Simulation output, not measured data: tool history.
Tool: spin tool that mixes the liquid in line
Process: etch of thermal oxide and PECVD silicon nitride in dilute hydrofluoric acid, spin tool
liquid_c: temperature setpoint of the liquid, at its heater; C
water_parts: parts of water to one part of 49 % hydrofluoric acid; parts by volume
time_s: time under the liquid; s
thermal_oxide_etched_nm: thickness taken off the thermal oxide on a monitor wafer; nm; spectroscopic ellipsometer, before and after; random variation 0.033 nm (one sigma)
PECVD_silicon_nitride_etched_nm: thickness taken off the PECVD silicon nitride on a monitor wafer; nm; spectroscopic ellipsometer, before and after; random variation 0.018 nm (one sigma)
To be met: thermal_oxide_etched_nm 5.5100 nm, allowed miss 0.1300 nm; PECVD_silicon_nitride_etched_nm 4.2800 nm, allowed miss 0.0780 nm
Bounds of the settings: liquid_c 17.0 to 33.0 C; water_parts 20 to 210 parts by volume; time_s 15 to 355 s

run  hour  liquid_c  water_parts  time_s  thermal_oxide_etched_nm  PECVD_silicon_nitride_etched_nm
  1   0.0      25.0          115     180                   8.2997                           6.1793
  2   1.7      24.5          125     185                   7.6399                           5.6247
  3  10.6      24.5          135     185                   6.9702                           5.2087
  4  17.2      24.5          145     185                   6.4637                           4.8716
  5  20.7      22.0          145     185                   5.8412                           4.1030
  6  26.0      22.0          145     150                   4.7609                           3.3712
  7  28.2      23.0          145     150                   4.9129                           3.5513
  8  31.4      23.5          145     150                   5.0266                           3.6937

Which of these 5 next moves meets every target?
  A  34.6      25.5          185     205                        ?                                ?
  B  34.6      29.0          150     135                        ?                                ?
  C  34.6      27.5          175     170                        ?                                ?
  D  34.6      27.0          115     110                        ?                                ?
  E  34.6      22.0          145     180                        ?                                ?

move  thermal_oxide_etched_nm  PECVD_silicon_nitride_etched_nm
   A                   5.5803                           4.5145
   B                   5.3718                           4.5629
   C                   5.3237                           4.4833
   D                   5.5434                           4.2813
   E                   5.7238                           4.0275
A: takes the result that was furthest off past its target
B: takes the result that was furthest off past its target
C: takes the result that was furthest off past its target
D: meets every target
E: nearer than the last run, and not there yet
The right move is D.
